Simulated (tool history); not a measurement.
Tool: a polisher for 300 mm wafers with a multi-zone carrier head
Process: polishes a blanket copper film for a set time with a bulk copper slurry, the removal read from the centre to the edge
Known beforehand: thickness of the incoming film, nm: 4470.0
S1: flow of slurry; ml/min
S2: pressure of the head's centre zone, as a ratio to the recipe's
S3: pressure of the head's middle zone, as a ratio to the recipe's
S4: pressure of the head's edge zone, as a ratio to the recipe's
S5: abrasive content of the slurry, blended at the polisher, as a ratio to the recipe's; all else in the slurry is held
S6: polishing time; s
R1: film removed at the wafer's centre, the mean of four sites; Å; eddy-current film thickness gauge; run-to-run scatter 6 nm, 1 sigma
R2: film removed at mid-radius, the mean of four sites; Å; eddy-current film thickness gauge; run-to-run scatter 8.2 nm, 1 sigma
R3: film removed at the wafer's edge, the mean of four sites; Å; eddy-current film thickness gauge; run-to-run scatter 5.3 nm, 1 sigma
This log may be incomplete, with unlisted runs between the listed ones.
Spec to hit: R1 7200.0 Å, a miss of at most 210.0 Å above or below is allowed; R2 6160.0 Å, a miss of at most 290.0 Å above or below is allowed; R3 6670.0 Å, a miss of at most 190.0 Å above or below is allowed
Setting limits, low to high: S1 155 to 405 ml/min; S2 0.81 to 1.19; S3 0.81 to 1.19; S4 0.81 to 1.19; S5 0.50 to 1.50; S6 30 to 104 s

{"run": 1, "hour": 0.0, "S1": 260, "S2": 1.0, "S3": 1.0, "S4": 1.0, "S5": 1.0, "S6": 67, "R1": 6168.4, "R2": 6263.3, "R3": 6017.5}
{"run": 2, "hour": 5.4, "S1": 260, "S2": 1.0, "S3": 1.0, "S4": 1.0, "S5": 0.9, "S6": 67, "R1": 5993.1, "R2": 5954.9, "R3": 5792.5}
{"run": 3, "hour": 9.2, "S1": 260, "S2": 1.0, "S3": 1.0, "S4": 1.07, "S5": 0.9, "S6": 67, "R1": 6064.2, "R2": 5927.0, "R3": 6096.8}
{"run": 4, "hour": 16.5, "S1": 260, "S2": 1.0, "S3": 1.0, "S4": 1.07, "S5": 0.9, "S6": 78, "R1": 6981.3, "R2": 7114.0, "R3": 6967.5}
{"run": 5, "hour": 19.4, "S1": 260, "S2": 1.0, "S3": 1.0, "S4": 1.07, "S5": 0.9, "S6": 93, "R1": 8415.2, "R2": 8330.1, "R3": 8352.0}
{"run": 6, "hour": 23.3, "S1": 260, "S2": 1.0, "S3": 1.0, "S4": 1.07, "S5": 0.9, "S6": 82, "R1": 7399.0, "R2": 7513.0, "R3": 7302.8}
{"run": 7, "hour": 24.2, "S1": 250, "S2": 1.01, "S3": 0.95, "S4": 1.04, "S5": 0.85, "S6": 82, "R1": 7239.1, "R2": 6735.7, "R3": 7072.6}
{"run": 8, "hour": 30.8, "S1": 240, "S2": 1.02, "S3": 0.94, "S4": 1.02, "S5": 0.85, "S6": 82, "R1": 7375.0, "R2": 6614.1, "R3": 7029.0}
{"run": 9, "hour": 35.6, "S1": 235, "S2": 1.02, "S3": 0.93, "S4": 1.0, "S5": 0.85, "S6": 82, "R1": 7284.3, "R2": 6696.9, "R3": 6980.3}
{"run": 10, "hour": 39.6, "S1": 235, "S2": 1.02, "S3": 0.91, "S4": 0.98, "S5": 0.8, "S6": 82, "R1": 7215.2, "R2": 6525.6, "R3": 6747.1}

Next run, 5 choices. One meets every target within its allowed miss, the rest don't. Which?
{"run": "A", "hour": 43.6, "S1": 230, "S2": 1.12, "S3": 0.96, "S4": 0.98, "S5": 0.85, "S6": 73, "R1": "?", "R2": "?", "R3": "?"}
{"run": "B", "hour": 43.6, "S1": 325, "S2": 1.06, "S3": 0.91, "S4": 1.06, "S5": 0.9, "S6": 74, "R1": "?", "R2": "?", "R3": "?"}
{"run": "C", "hour": 43.6, "S1": 270, "S2": 1.01, "S3": 0.93, "S4": 1.0, "S5": 0.75, "S6": 86, "R1": "?", "R2": "?", "R3": "?"}
{"run": "D", "hour": 43.6, "S1": 260, "S2": 0.98, "S3": 0.87, "S4": 1.01, "S5": 0.7, "S6": 84, "R1": "?", "R2": "?", "R3": "?"}
{"run": "E", "hour": 43.6, "S1": 250, "S2": 1.12, "S3": 0.87, "S4": 1.15, "S5": 0.8, "S6": 74, "R1": "?", "R2": "?", "R3": "?"}

move=A R1=7085.4 R2=6227.0 R3=6070.5
move=B R1=7154.5 R2=6339.0 R3=6659.7
move=C R1=7330.7 R2=6956.4 R3=7003.1
move=D R1=6752.1 R2=6255.3 R3=6696.5
move=E R1=7097.2 R2=5744.3 R3=6561.1
A: brings the result that was furthest off to its target, and leaves another outside
B: in spec on every target
C: misses by more than the last run did
D: brings the result that was furthest off to its target, and leaves another outside
E: takes the result that was furthest off past its target
The move that meets every target is B.
